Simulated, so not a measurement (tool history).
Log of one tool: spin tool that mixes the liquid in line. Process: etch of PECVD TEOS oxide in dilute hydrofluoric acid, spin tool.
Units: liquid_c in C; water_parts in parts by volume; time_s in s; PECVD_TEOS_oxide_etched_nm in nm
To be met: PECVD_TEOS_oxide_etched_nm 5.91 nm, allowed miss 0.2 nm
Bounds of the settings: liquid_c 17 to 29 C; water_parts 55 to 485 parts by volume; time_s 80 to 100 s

Run 1, hour 0: liquid_c 21 C, water_parts 270 parts by volume, time_s 100 s. Result: PECVD_TEOS_oxide_etched_nm 3.511 nm.
Run 2, hour 2.7: liquid_c 22.5 C, water_parts 260 parts by volume, time_s 100 s. Result: PECVD_TEOS_oxide_etched_nm 3.9334 nm.
Run 3, hour 7.2: liquid_c 20.5 C, water_parts 260 parts by volume, time_s 100 s. Result: PECVD_TEOS_oxide_etched_nm 3.6899 nm.
Run 4, hour 12.8: liquid_c 22 C, water_parts 250 parts by volume, time_s 100 s. Result: PECVD_TEOS_oxide_etched_nm 4.1375 nm.
Run 5, hour 21.2: liquid_c 23 C, water_parts 245 parts by volume, time_s 100 s. Result: PECVD_TEOS_oxide_etched_nm 4.2259 nm.
Run 6, hour 26.1: liquid_c 24 C, water_parts 235 parts by volume, time_s 100 s. Result: PECVD_TEOS_oxide_etched_nm 4.6605 nm.
Run 7, hour 28.1: liquid_c 24 C, water_parts 235 parts by volume, time_s 100 s. Result: PECVD_TEOS_oxide_etched_nm 4.6931 nm.
Run 8, hour 35.6: liquid_c 25 C, water_parts 230 parts by volume, time_s 100 s. Result: PECVD_TEOS_oxide_etched_nm 5.0394 nm.

Which of these 4 next moves meets every target?
Run A, hour 43.1: liquid_c 23.5 C, water_parts 240 parts by volume, time_s 100 s. Result: PECVD_TEOS_oxide_etched_nm ?.
Run B, hour 43.1: liquid_c 26 C, water_parts 245 parts by volume, time_s 80 s. Result: PECVD_TEOS_oxide_etched_nm ?.
Run C, hour 43.1: liquid_c 23 C, water_parts 205 parts by volume, time_s 100 s. Result: PECVD_TEOS_oxide_etched_nm ?.
Run D, hour 43.1: liquid_c 28 C, water_parts 220 parts by volume, time_s 100 s. Result: PECVD_TEOS_oxide_etched_nm ?.

move  PECVD_TEOS_oxide_etched_nm
   A                      4.5048
   B                      3.8393
   C                      5.3684
   D                      5.8926
A: further off than the last run
B: further off than the last run
C: nearer than the last run, and not there yet
D: meets every target
Move D is the one to make.
